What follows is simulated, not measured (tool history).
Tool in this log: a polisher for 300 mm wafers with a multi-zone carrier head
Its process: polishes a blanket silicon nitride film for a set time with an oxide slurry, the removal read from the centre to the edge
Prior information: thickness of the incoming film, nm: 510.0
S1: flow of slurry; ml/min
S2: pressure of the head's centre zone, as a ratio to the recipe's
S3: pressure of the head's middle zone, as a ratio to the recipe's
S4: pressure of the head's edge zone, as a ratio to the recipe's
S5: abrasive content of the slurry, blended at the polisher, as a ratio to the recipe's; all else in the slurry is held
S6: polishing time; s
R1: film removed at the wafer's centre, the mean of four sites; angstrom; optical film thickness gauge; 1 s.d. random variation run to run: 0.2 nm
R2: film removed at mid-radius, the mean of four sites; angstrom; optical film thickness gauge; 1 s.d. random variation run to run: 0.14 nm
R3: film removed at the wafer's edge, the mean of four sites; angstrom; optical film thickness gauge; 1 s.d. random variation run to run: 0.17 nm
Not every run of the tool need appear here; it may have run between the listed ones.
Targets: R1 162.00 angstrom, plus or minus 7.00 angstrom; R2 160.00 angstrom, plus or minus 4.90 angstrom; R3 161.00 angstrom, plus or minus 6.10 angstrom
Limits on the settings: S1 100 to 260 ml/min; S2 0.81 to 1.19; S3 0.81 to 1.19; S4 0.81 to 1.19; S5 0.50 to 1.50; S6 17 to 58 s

run 1 hour=0.0 | S1=165 S2=1.00 S3=1.00 S4=1.00 S5=1.00 S6=37 | R1=205.96 R2=207.11 R3=208.77
run 2 hour=5.6 | S1=125 S2=1.00 S3=1.00 S4=1.00 S5=1.00 S6=37 | R1=197.57 R2=196.04 R3=202.11
run 3 hour=6.3 | S1=125 S2=1.00 S3=1.00 S4=1.00 S5=0.80 S6=37 | R1=173.04 R2=175.24 R3=181.94
run 4 hour=9.8 | S1=125 S2=1.00 S3=1.03 S4=1.00 S5=0.80 S6=37 | R1=175.33 R2=183.64 R3=183.02
run 5 hour=12.5 | S1=120 S2=1.00 S3=1.01 S4=0.96 S5=0.75 S6=37 | R1=167.69 R2=171.38 R3=172.28
run 6 hour=16.1 | S1=115 S2=1.00 S3=1.00 S4=0.94 S5=0.75 S6=37 | R1=166.19 R2=166.70 R3=170.76
run 7 hour=23.4 | S1=115 S2=1.00 S3=1.00 S4=0.92 S5=0.75 S6=37 | R1=166.50 R2=164.77 R3=165.29
run 8 hour=32.0 | S1=110 S2=1.00 S3=1.00 S4=0.91 S5=0.75 S6=37 | R1=165.31 R2=166.26 R3=163.79

Exercise: of the 5 proposed moves below, exactly one satisfies all targets within the stated allowed misses. Which move is it?
run A hour=40.6 | S1=140 S2=0.99 S3=1.03 S4=0.93 S5=0.90 S6=33 | R1=? R2=? R3=?
run B hour=40.6 | S1=105 S2=1.02 S3=1.07 S4=0.90 S5=1.00 S6=33 | R1=? R2=? R3=?
run C hour=40.6 | S1=160 S2=0.95 S3=0.93 S4=0.85 S5=0.75 S6=35 | R1=? R2=? R3=?
run D hour=40.6 | S1=115 S2=1.04 S3=1.03 S4=0.86 S5=0.65 S6=39 | R1=? R2=? R3=?
run E hour=40.6 | S1=110 S2=1.03 S3=1.14 S4=0.94 S5=0.65 S6=37 | R1=? R2=? R3=?

move=A R1=165.87 R2=172.94 R3=168.50
move=B R1=165.13 R2=174.24 R3=165.41
move=C R1=159.30 R2=158.51 R3=160.48
move=D R1=166.44 R2=166.16 R3=158.43
move=E R1=154.36 R2=169.86 R3=155.05
A: lands further from the targets than the last run did
B: lands further from the targets than the last run did
C: each result inside its tolerance
D: just as far off the targets as the last run
E: lands further from the targets than the last run did
The move that meets every target is C.
